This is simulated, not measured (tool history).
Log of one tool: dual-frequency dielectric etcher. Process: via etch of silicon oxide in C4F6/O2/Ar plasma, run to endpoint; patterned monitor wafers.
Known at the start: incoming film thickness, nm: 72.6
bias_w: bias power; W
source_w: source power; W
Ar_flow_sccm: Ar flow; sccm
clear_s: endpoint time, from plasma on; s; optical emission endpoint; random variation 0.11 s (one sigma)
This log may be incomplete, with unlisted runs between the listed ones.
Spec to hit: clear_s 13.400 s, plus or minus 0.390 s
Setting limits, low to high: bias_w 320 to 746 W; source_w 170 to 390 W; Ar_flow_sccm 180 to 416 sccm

run    day  bias_w  source_w  Ar_flow_sccm  clear_s
  1  0.000     533       280           298   17.211
  2  0.246     492       280           298   18.044
  3  0.479     492       280           316   18.076
  4  0.508     538       290           312   17.288
  5  0.771     458       290           312   18.314
  6  0.817     508       310           305   17.159
  7  0.838     549       320           299   16.002
  8  1.125     549       320           299   16.327
  9  1.158     582       330           295   15.586
 10  1.425     608       340           293   14.840

Below are 4 possible settings for the next run. Only one of them brings all results inside the allowed miss of their targets. Which is it?
  A  1.692     701       360           259        ?
  B  1.692     603       270           304        ?
  C  1.692     562       320           325        ?
  D  1.692     657       280           283        ?

move  clear_s
   A   13.515
   B   16.828
   C   16.084
   D   15.804
A: every result lands within tolerance
B: its largest miss is bigger than the last run's
C: its largest miss is bigger than the last run's
D: its largest miss is bigger than the last run's
Go with A: it meets all targets.

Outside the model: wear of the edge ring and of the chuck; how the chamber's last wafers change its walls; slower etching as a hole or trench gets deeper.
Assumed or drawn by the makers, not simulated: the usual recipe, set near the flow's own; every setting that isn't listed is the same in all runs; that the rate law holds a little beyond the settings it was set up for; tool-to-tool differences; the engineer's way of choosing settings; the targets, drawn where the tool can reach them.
